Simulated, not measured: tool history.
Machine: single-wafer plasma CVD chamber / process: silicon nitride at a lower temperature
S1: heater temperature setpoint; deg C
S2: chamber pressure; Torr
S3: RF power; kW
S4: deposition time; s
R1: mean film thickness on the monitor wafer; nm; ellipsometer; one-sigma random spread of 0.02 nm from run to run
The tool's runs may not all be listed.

Run 1, hour 0.0: S1 370 deg C, S2 1.22 Torr, S3 0.245 kW, S4 8.7 s. Result: R1 8.1659 nm.
Run 2, hour 4.8: S1 370 deg C, S2 1.22 Torr, S3 0.245 kW, S4 8.7 s. Result: R1 8.1651 nm.
Run 3, hour 12.1: S1 370 deg C, S2 1.16 Torr, S3 0.245 kW, S4 8.7 s. Result: R1 8.0465 nm.
Run 4, hour 13.3: S1 366 deg C, S2 1.16 Torr, S3 0.245 kW, S4 8.7 s. Result: R1 8.0450 nm.
Run 5, hour 21.3: S1 360 deg C, S2 1.16 Torr, S3 0.245 kW, S4 8.7 s. Result: R1 8.0805 nm.
Run 6, hour 23.4: S1 356 deg C, S2 1.16 Torr, S3 0.245 kW, S4 8.7 s. Result: R1 8.0644 nm.
Run 7, hour 25.8: S1 356 deg C, S2 1.11 Torr, S3 0.245 kW, S4 8.7 s. Result: R1 8.0315 nm.
Run 8, hour 33.0: S1 356 deg C, S2 1.06 Torr, S3 0.245 kW, S4 8.7 s. Result: R1 7.9612 nm.
Run 9, hour 33.7: S1 356 deg C, S2 1.01 Torr, S3 0.245 kW, S4 8.7 s. Result: R1 7.8559 nm.

Expected results for the next run?
Run 10, hour 35.7: S1 356 deg C, S2 0.98 Torr, S3 0.245 kW, S4 8.7 s. Result: R1 ?.

{"run 10": {"R1": 7.8076}}
